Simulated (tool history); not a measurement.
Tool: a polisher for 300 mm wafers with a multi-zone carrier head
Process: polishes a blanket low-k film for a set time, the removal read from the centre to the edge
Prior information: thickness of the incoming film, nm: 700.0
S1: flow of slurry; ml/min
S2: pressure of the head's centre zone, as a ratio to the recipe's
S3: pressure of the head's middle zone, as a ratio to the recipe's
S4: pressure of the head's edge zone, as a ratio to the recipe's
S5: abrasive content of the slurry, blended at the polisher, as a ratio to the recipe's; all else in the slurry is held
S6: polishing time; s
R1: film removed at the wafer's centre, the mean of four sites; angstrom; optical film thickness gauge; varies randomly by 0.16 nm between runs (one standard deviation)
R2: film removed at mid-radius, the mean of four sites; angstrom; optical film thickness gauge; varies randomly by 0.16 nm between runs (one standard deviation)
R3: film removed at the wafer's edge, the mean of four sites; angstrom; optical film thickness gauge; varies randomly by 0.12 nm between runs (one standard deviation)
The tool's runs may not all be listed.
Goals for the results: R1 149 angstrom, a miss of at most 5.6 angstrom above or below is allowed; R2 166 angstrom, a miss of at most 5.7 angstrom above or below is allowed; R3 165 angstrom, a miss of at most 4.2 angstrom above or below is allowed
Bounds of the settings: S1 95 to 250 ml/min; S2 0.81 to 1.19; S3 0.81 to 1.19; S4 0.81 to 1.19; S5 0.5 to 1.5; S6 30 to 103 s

run  hour   S1    S2    S3    S4    S5  S6      R1      R2      R3
  1     0  160     1     1     1     1  66     211  210.93  212.47
  2   4.4  160     1     1     1   0.9  66  193.87  200.18  199.95
  3  12.4  150  0.97  0.98  0.96  0.85  66  181.71  188.57  187.24
  4  16.4  150  0.97  0.94  0.96  0.85  66   182.1  184.27  187.97
  5  24.6  140  0.94  0.93  0.93  0.85  66  173.55  177.46  183.67
  6  28.2  130  0.92  0.94   0.9  0.85  66  167.27   176.3  178.22
  7    30  100  0.85  0.93  0.83   0.8  66  137.03  161.63  157.96
     34.9  -- worn pad replaced by a new one
  8  34.9  110  0.86  0.93  0.83   0.8  66  154.39  174.26   174.8

Which one of the following 4 next-run settings gets every result inside its allowed miss? There is exactly one.
  A  39.8  120  0.84  1.02  0.83  0.65  73   ?   ?   ?
  B  39.8  145  0.87  0.93  0.87  0.65  67   ?   ?   ?
  C  39.8  100  0.82  0.95  0.82  0.75  70   ?   ?   ?
  D  39.8  125   0.9   1.1  0.81  0.75  62   ?   ?   ?

move      R1      R2      R3
   A   150.9  190.48  172.87
   B  149.98  168.26  166.84
   C  146.08   179.2  174.32
   D  151.34  189.63  159.11
A: misses by more than the last run did
B: in spec on every target
C: about the same distance from the targets as the last run
D: the result that was furthest off in the last run now lies on the other side of its target
Answer: B
